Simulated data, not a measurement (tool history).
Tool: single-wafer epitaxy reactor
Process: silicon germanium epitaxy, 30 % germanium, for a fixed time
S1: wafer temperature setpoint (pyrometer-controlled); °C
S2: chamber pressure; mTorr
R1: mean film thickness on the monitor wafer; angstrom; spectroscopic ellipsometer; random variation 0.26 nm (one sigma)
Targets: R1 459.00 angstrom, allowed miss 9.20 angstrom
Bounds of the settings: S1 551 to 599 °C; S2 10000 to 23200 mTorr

| run | day | S1 | S2 | R1 |
|---|---|---|---|---|
| 1 | 0.000 | 575 | 16600 | 334.34 |
| 2 | 0.246 | 575 | 13900 | 317.54 |
| 3 | 0.529 | 570 | 13900 | 283.51 |
| 4 | 0.567 | 576 | 14000 | 327.29 |
| 5 | 0.879 | 576 | 12600 | 309.28 |
| 6 | 1.108 | 581 | 12700 | 349.19 |
| 7 | 1.229 | 585 | 12800 | 380.92 |
| 8 | 1.350 | 587 | 12800 | 397.92 |
| 9 | 1.588 | 589 | 12800 | 416.93 |
| 10 | 1.700 | 590 | 12800 | 426.54 |
| 11 | 1.825 | 591 | 12800 | 434.45 |
| 12 | 1.933 | 592 | 12800 | 445.33 |

5 next moves are on the table. One of them brings every result within its allowed miss. Which?
| A | 2.042 | 599 | 10700 | ? |
| B | 2.042 | 596 | 12000 | ? |
| C | 2.042 | 594 | 13700 | ? |
| D | 2.042 | 592 | 14200 | ? |
| E | 2.042 | 598 | 10600 | ? |

| move | R1 |
|---|---|
| A | 485.23 |
| B | 474.05 |
| C | 475.98 |
| D | 462.13 |
| E | 473.77 |
A: takes the result that was furthest off past its target
B: takes the result that was furthest off past its target
C: takes the result that was furthest off past its target
D: meets every target
E: takes the result that was furthest off past its target
Answer: D

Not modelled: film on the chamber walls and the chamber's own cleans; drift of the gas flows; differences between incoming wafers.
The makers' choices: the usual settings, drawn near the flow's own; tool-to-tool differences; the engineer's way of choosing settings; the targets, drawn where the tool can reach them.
